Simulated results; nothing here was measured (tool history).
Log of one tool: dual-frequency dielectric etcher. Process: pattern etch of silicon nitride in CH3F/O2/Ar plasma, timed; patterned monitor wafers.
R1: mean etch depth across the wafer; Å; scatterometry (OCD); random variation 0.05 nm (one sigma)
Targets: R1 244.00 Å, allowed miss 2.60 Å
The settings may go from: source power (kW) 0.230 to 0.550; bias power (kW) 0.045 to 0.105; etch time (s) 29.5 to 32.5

run 1 hour=0.0 | source_power_(kW)=0.390 bias_power_(kW)=0.075 etch_time_(s)=32.5 | R1=225.85
run 2 hour=7.4 | source_power_(kW)=0.410 bias_power_(kW)=0.075 etch_time_(s)=32.5 | R1=230.30
run 3 hour=11.0 | source_power_(kW)=0.430 bias_power_(kW)=0.075 etch_time_(s)=32.5 | R1=233.68
run 4 hour=14.2 | source_power_(kW)=0.400 bias_power_(kW)=0.075 etch_time_(s)=32.5 | R1=228.49
run 5 hour=18.8 | source_power_(kW)=0.420 bias_power_(kW)=0.075 etch_time_(s)=32.5 | R1=232.84
run 6 hour=23.6 | source_power_(kW)=0.430 bias_power_(kW)=0.075 etch_time_(s)=32.5 | R1=233.79
run 7 hour=24.4 | source_power_(kW)=0.450 bias_power_(kW)=0.075 etch_time_(s)=32.5 | R1=237.77
run 8 hour=27.4 | source_power_(kW)=0.460 bias_power_(kW)=0.075 etch_time_(s)=32.5 | R1=239.93

4 next moves are on the table. One of them brings every result within its allowed miss. Which?
run A hour=30.4 | source_power_(kW)=0.420 bias_power_(kW)=0.094 etch_time_(s)=31.5 | R1=?
run B hour=30.4 | source_power_(kW)=0.390 bias_power_(kW)=0.092 etch_time_(s)=31.0 | R1=?
run C hour=30.4 | source_power_(kW)=0.480 bias_power_(kW)=0.069 etch_time_(s)=32.0 | R1=?
run D hour=30.4 | source_power_(kW)=0.470 bias_power_(kW)=0.071 etch_time_(s)=32.5 | R1=?

move=A R1=244.45
move=B R1=232.18
move=C R1=233.89
move=D R1=237.98
A: meets every target
B: further off than the last run
C: further off than the last run
D: further off than the last run
The right move is A.
